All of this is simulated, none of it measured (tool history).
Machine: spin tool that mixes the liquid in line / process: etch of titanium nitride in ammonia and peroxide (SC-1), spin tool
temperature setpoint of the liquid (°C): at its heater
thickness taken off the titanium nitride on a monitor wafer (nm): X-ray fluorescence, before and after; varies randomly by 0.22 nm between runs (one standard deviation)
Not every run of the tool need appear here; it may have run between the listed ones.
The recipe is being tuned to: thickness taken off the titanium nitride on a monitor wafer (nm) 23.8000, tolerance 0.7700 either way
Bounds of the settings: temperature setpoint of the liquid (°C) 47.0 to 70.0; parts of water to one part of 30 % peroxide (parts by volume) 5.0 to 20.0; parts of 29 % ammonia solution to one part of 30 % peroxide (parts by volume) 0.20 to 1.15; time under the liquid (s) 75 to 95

| run | day | temperature setpoint of the liquid (°C) | parts of water to one part of 30 % peroxide (parts by volume) | parts of 29 % ammonia solution to one part of 30 % peroxide (parts by volume) | time under the liquid (s) | thickness taken off the titanium nitride on a monitor wafer (nm) |
|---|---|---|---|---|---|---|
| 1 | 0.000 | 63.0 | 11.0 | 0.65 | 95 | 13.4240 |
| 2 | 0.225 | 59.0 | 11.0 | 0.65 | 95 | 10.3310 |
| 3 | 0.258 | 63.0 | 11.0 | 0.65 | 95 | 13.5300 |
| 4 | 0.446 | 63.0 | 11.0 | 0.65 | 95 | 13.4770 |
| 5 | 0.496 | 64.0 | 10.5 | 0.65 | 95 | 14.4250 |
| 6 | 0.858 | 64.0 | 10.5 | 0.80 | 95 | 15.1850 |
| 7 | 1.025 | 65.0 | 10.5 | 0.80 | 95 | 16.0340 |
| 8 | 1.192 | 65.5 | 10.5 | 0.80 | 95 | 16.5670 |

5 candidate next runs follow, results not yet known. Just one meets every target within its allowed miss. Identify it.
| A | 1.358 | 60.5 | 12.0 | 0.85 | 80 | ? |
| B | 1.358 | 69.5 | 10.0 | 0.75 | 95 | ? |
| C | 1.358 | 63.0 | 11.0 | 0.85 | 75 | ? |
| D | 1.358 | 68.0 | 11.0 | 0.75 | 95 | ? |
| E | 1.358 | 66.5 | 5.5 | 0.75 | 95 | ? |

| move | thickness taken off the titanium nitride on a monitor wafer (nm) |
|---|---|
| A | 9.5757 |
| B | 21.7040 |
| C | 11.0430 |
| D | 18.8240 |
| E | 24.0380 |
A: the biggest miss grows against the last run
B: nearer than the last run, and not there yet
C: the biggest miss grows against the last run
D: nearer than the last run, and not there yet
E: each result inside its tolerance
E is the move that brings every result within its allowed miss.
